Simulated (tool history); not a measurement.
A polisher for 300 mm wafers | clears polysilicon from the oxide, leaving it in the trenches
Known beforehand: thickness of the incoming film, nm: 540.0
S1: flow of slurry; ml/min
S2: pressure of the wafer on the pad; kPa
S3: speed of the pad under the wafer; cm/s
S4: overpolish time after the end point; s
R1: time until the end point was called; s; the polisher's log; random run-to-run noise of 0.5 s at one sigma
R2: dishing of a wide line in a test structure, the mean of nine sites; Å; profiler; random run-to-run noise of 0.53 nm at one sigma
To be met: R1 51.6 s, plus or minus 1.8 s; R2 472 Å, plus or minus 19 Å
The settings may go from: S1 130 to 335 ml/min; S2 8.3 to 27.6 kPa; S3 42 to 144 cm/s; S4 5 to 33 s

run 1 hour=0 | S1=215 S2=17.9 S3=92 S4=17 | R1=43.369 R2=610.97
run 2 hour=1.2 | S1=215 S2=15.2 S3=92 S4=17 | R1=51.101 R2=599.54
run 3 hour=1.9 | S1=215 S2=15.2 S3=112 S4=17 | R1=41.077 R2=611.93
run 4 hour=9.6 | S1=215 S2=18.6 S3=112 S4=17 | R1=33.721 R2=617.85
run 5 hour=12.1 | S1=205 S2=17.9 S3=112 S4=15 | R1=35.895 R2=606.85
run 6 hour=13.1 | S1=180 S2=17.9 S3=112 S4=15 | R1=36.522 R2=607.06
run 7 hour=15.1 | S1=180 S2=17.2 S3=112 S4=14 | R1=38.272 R2=602.45
run 8 hour=19 | S1=195 S2=16.5 S3=112 S4=13 | R1=38.275 R2=597.12
run 9 hour=25.6 | S1=195 S2=15.9 S3=112 S4=12 | R1=39.841 R2=574.28
run 10 hour=30.5 | S1=210 S2=15.2 S3=112 S4=11 | R1=42.22 R2=568.91
run 11 hour=36.6 | S1=225 S2=14.5 S3=112 S4=10 | R1=44.007 R2=559.32
run 12 hour=38.4 | S1=240 S2=13.8 S3=112 S4=9 | R1=45.361 R2=521.39
run 13 hour=44.3 | S1=245 S2=13.8 S3=112 S4=8 | R1=45.44 R2=502.06
run 14 hour=46.6 | S1=255 S2=12.4 S3=112 S4=7 | R1=49.55 R2=455.19

Which of these 4 next moves meets every target?
run A hour=48.9 | S1=240 S2=12.4 S3=110 S4=10 | R1=? R2=?
run B hour=48.9 | S1=215 S2=11.7 S3=118 S4=8 | R1=? R2=?
run C hour=48.9 | S1=190 S2=14.5 S3=88 S4=11 | R1=? R2=?
run D hour=48.9 | S1=205 S2=10.3 S3=124 S4=11 | R1=? R2=?

move=A R1=51.665 R2=522.34
move=B R1=51.424 R2=477.82
move=C R1=56.459 R2=523.58
move=D R1=55.418 R2=527.07
A: gets the furthest-off result to its target, but another result is out of tolerance
B: every result within its allowed miss
C: carries the result that was furthest off beyond its target, to the other side
D: carries the result that was furthest off beyond its target, to the other side
The right move is B.
